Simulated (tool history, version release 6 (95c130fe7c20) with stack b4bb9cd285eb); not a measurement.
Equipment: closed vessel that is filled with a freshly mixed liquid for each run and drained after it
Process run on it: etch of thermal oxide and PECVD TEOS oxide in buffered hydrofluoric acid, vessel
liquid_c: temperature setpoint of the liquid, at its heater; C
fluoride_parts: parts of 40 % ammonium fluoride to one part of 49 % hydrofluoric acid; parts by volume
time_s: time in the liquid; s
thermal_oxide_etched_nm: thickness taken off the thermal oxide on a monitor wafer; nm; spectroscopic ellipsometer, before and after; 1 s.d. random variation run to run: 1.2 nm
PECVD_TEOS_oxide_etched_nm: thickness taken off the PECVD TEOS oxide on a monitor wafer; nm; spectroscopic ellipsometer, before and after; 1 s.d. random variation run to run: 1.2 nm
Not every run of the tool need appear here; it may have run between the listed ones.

run	hour	liquid_c	fluoride_parts	time_s	thermal_oxide_etched_nm	PECVD_TEOS_oxide_etched_nm
1	0.0	22.0	7.0	60	94.384	111.110
2	4.8	24.5	7.0	60	106.050	126.720
3	12.1	26.0	7.0	60	115.160	137.800
4	20.9	26.0	8.5	60	93.879	111.440
5	23.6	24.5	8.5	60	87.011	103.670
6	25.8	23.0	8.5	60	79.218	95.749
7	32.2	25.0	8.0	60	94.408	114.050
8	35.7	26.5	7.5	60	110.490	132.750

Run 9, settings as shown, results not yet in. Your forecast:
9	40.3	27.5	7.0	60	?	?

{"run 9": {"thermal_oxide_etched_nm": 124.95, "PECVD_TEOS_oxide_etched_nm": 151.37}}
